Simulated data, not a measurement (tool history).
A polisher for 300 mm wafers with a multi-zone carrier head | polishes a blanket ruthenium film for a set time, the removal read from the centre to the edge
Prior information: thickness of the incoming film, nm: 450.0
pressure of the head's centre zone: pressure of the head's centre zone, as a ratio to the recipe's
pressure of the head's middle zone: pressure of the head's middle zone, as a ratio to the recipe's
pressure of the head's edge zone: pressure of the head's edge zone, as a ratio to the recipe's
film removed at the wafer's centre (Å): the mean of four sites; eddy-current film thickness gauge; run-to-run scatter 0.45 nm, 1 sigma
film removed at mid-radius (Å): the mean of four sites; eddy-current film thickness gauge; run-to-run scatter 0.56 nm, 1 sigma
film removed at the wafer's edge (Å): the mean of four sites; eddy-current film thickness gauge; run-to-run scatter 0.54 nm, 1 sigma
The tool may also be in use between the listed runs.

run,hour,flow of slurry (ml/min),pressure of the head's centre zone,pressure of the head's middle zone,pressure of the head's edge zone,polishing time (s),film removed at the wafer's centre (Å),film removed at mid-radius (Å),film removed at the wafer's edge (Å)
1,0.0,290,1.00,1.00,1.00,72,500.84,516.82,529.71
2,8.9,295,0.99,1.04,0.95,65,454.11,487.59,459.23
3,12.9,295,1.05,1.04,0.95,65,470.59,486.16,459.84
4,16.6,295,1.05,0.97,0.95,65,475.30,455.20,450.01
5,23.8,295,1.00,1.00,0.91,62,444.45,459.24,425.97
6,27.4,295,0.96,1.01,0.89,59,392.85,437.80,407.68
7,29.9,295,0.96,1.02,0.86,58,398.27,429.69,389.85
# hour 31.0: centre zone pressure recalibrated
8,31.0,295,0.96,1.02,0.86,58,412.27,432.05,396.11

What will run 9 give?
9,36.6,300,0.94,1.05,0.85,57,?,?,?

Run 9 measured film removed at the wafer's centre (Å) 399.44, film removed at mid-radius (Å) 438.39, film removed at the wafer's edge (Å) 379.10.
